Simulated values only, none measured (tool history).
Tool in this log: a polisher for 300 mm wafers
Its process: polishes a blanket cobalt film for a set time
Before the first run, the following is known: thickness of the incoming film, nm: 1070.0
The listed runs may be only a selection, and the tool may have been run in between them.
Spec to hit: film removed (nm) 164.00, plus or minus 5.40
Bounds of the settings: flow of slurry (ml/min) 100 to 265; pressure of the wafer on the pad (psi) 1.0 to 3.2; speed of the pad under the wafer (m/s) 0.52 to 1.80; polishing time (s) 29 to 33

| run | day | flow of slurry (ml/min) | pressure of the wafer on the pad (psi) | speed of the pad under the wafer (m/s) | polishing time (s) | film removed (nm) |
|---|---|---|---|---|---|---|
| 1 | 0.000 | 170 | 2.1 | 1.16 | 33 | 239.49 |
| 2 | 0.321 | 170 | 2.0 | 1.16 | 33 | 233.55 |
| 3 | 0.442 | 170 | 1.9 | 1.16 | 33 | 225.14 |
| 4 | 0.638 | 170 | 1.9 | 1.42 | 33 | 276.04 |
| 5 | 0.683 | 185 | 1.9 | 1.42 | 33 | 280.75 |
| 6 | 0.858 | 180 | 1.8 | 1.40 | 33 | 266.70 |
| 7 | 1.096 | 175 | 1.7 | 1.38 | 33 | 251.49 |
| 8 | 1.229 | 175 | 1.6 | 1.36 | 33 | 241.86 |
| 9 | 1.308 | 175 | 1.5 | 1.32 | 33 | 222.68 |

Which one of the following 5 next-run settings gets every result inside its allowed miss? There is exactly one.
| A | 1.388 | 150 | 1.4 | 1.26 | 29 | ? |
| B | 1.388 | 170 | 1.4 | 1.22 | 29 | ? |
| C | 1.388 | 170 | 1.3 | 1.18 | 32 | ? |
| D | 1.388 | 160 | 1.5 | 1.08 | 30 | ? |
| E | 1.388 | 165 | 1.8 | 1.04 | 29 | ? |

| move | film removed (nm) |
|---|---|
| A | 175.95 |
| B | 174.47 |
| C | 179.00 |
| D | 164.94 |
| E | 172.25 |
A: nearer the targets than the last run, but a result is still out of spec
B: nearer the targets than the last run, but a result is still out of spec
C: nearer the targets than the last run, but a result is still out of spec
D: all results land within tolerance of their targets
E: nearer the targets than the last run, but a result is still out of spec
Go with D: it meets all targets.

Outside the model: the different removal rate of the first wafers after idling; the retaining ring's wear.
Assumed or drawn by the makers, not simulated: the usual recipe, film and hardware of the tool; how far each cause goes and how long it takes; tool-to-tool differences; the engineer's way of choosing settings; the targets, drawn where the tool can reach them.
